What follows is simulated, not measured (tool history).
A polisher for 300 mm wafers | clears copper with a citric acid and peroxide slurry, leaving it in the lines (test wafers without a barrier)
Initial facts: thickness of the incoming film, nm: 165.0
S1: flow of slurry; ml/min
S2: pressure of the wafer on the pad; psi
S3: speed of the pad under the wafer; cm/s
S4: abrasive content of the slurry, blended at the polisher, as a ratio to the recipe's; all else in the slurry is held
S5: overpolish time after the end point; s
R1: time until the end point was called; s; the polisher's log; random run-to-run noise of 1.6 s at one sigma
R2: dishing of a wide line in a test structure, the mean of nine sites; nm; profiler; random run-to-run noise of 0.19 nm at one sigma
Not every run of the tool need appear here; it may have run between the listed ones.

run	hour	S1	S2	S3	S4	S5	R1	R2
1	0.0	200	2.5	98	1.0	13	101.030	13.249
2	5.8	245	2.5	98	1.0	13	98.273	13.518
3	7.4	245	2.5	98	0.8	13	105.890	12.703
4	13.6	245	2.3	98	0.8	15	116.100	13.222
5	20.5	210	2.3	98	0.8	15	118.060	13.038
6	21.3	210	2.2	98	0.8	17	122.480	13.980
7	22.7	210	2.2	98	0.8	18	124.720	14.386
8	27.6	210	2.2	98	0.8	19	122.330	15.245
9	34.3	210	2.2	98	0.8	20	124.380	15.592
10	35.4	210	2.2	98	0.8	20	124.140	15.596

Predict the results of run 11:
11	36.6	210	2.2	98	0.8	21	?	?

For run 11 the tool returned R1 122.390 s, R2 15.957 nm.

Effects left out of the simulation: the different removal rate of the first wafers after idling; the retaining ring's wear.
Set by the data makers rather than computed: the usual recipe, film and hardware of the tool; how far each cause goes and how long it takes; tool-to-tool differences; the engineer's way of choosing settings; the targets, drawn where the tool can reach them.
